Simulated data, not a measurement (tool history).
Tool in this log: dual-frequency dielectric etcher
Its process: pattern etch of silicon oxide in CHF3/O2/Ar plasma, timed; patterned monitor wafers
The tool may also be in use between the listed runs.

run	hour	source power (kW)	bias power (kW)	etch time (s)	mean etch depth across the wafer (Å)
1	0.0	0.640	0.169	584.0	11551
2	2.7	0.580	0.163	584.0	10883
3	11.3	0.550	0.160	584.0	10608
4	13.6	0.530	0.158	584.0	10468
5	18.2	0.530	0.174	584.0	10789
6	21.2	0.500	0.171	584.0	10450
7	23.1	0.480	0.169	584.0	10291

Expected results for the next run?
8	24.0	0.470	0.168	584.0	?

mean etch depth across the wafer (Å): 10213
